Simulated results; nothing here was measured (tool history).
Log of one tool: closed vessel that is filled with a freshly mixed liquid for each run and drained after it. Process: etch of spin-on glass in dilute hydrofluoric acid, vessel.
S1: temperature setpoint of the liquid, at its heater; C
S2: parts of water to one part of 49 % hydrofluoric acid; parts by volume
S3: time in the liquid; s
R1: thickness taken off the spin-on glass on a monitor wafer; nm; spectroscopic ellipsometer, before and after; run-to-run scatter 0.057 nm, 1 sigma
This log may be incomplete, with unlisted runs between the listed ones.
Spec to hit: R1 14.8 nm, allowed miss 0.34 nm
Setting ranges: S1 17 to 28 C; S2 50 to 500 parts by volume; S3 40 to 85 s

| run | hour | S1 | S2 | S3 | R1 |
|---|---|---|---|---|---|
| 1 | 0 | 20 | 275 | 85 | 7.9489 |
| 2 | 6.6 | 22 | 255 | 85 | 9.4459 |
| 3 | 10.2 | 24 | 255 | 85 | 10.143 |
| 4 | 16.9 | 25 | 240 | 85 | 11.376 |
| 5 | 22.9 | 25.5 | 230 | 85 | 12.177 |
| 6 | 28.2 | 25.5 | 230 | 85 | 12.101 |
| 7 | 34.9 | 26 | 225 | 85 | 12.694 |
| 8 | 42.4 | 26.5 | 220 | 85 | 13.4 |
| 9 | 47.2 | 27 | 220 | 85 | 13.628 |
| 10 | 49.1 | 27.5 | 215 | 85 | 14.127 |

4 next moves are on the table. One of them brings every result within its allowed miss. Which?
| A | 51 | 25.5 | 205 | 85 | ? |
| B | 51 | 28 | 220 | 85 | ? |
| C | 51 | 28 | 230 | 85 | ? |
| D | 51 | 26 | 200 | 85 | ? |

| move | R1 |
|---|---|
| A | 14 |
| B | 14.019 |
| C | 13.257 |
| D | 14.694 |
A: lands further from the targets than the last run did
B: lands further from the targets than the last run did
C: lands further from the targets than the last run did
D: in spec on every target
The move that meets every target is D.
